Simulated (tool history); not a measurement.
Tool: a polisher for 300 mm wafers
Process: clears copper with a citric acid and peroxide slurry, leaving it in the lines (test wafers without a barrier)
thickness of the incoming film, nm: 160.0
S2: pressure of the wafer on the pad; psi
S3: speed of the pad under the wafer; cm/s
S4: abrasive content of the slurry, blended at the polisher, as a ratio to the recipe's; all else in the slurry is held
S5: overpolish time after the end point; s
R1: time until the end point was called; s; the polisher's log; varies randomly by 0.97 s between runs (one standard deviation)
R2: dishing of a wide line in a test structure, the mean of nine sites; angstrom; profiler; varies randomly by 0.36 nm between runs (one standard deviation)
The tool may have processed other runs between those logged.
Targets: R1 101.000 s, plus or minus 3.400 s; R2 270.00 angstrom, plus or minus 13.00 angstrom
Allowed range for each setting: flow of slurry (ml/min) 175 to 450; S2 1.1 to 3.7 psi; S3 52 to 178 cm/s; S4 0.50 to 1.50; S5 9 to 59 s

run 1 day=0.000 | flow_of_slurry_(ml/min)=290 S2=2.4 S3=114 S4=1.00 S5=30 | R1=83.787 R2=385.88
run 2 day=0.358 | flow_of_slurry_(ml/min)=290 S2=2.3 S3=114 S4=1.00 S5=28 | R1=86.460 R2=361.98
run 3 day=0.629 | flow_of_slurry_(ml/min)=290 S2=2.7 S3=114 S4=1.00 S5=28 | R1=73.698 R2=403.96
run 4 day=0.896 | flow_of_slurry_(ml/min)=290 S2=2.5 S3=114 S4=1.00 S5=26 | R1=81.380 R2=356.92
run 5 day=0.979 | flow_of_slurry_(ml/min)=290 S2=2.7 S3=114 S4=1.00 S5=26 | R1=75.952 R2=386.78
run 6 day=1.312 | flow_of_slurry_(ml/min)=290 S2=3.1 S3=114 S4=1.00 S5=26 | R1=66.594 R2=444.06
run 7 day=1.554 | flow_of_slurry_(ml/min)=290 S2=2.8 S3=114 S4=1.00 S5=25 | R1=72.346 R2=383.76
run 8 day=1.829 | flow_of_slurry_(ml/min)=290 S2=2.6 S3=114 S4=1.00 S5=25 | R1=78.983 R2=362.06
run 9 day=1.875 | flow_of_slurry_(ml/min)=290 S2=2.4 S3=114 S4=1.00 S5=24 | R1=83.283 R2=337.21
run 10 day=2.121 | flow_of_slurry_(ml/min)=290 S2=2.2 S3=114 S4=1.00 S5=23 | R1=89.357 R2=288.38
run 11 day=2.233 | flow_of_slurry_(ml/min)=290 S2=2.1 S3=114 S4=1.00 S5=24 | R1=94.643 R2=290.05

Below are 4 possible settings for the next run. Only one of them brings all results inside the allowed miss of their targets. Which is it?
run A day=2.346 | flow_of_slurry_(ml/min)=295 S2=2.4 S3=108 S4=1.15 S5=21 | R1=? R2=?
run B day=2.346 | flow_of_slurry_(ml/min)=305 S2=1.8 S3=118 S4=1.05 S5=28 | R1=? R2=?
run C day=2.346 | flow_of_slurry_(ml/min)=255 S2=2.3 S3=94 S4=1.20 S5=23 | R1=? R2=?
run D day=2.346 | flow_of_slurry_(ml/min)=330 S2=2.3 S3=86 S4=1.35 S5=27 | R1=? R2=?

move=A R1=86.358 R2=283.43
move=B R1=106.130 R2=298.08
move=C R1=103.170 R2=262.32
move=D R1=106.050 R2=294.34
A: moves away from the targets compared with the last run
B: carries the result that was furthest off beyond its target, to the other side
C: meets every target
D: carries the result that was furthest off beyond its target, to the other side
So the answer is move C, the one that meets all the targets.
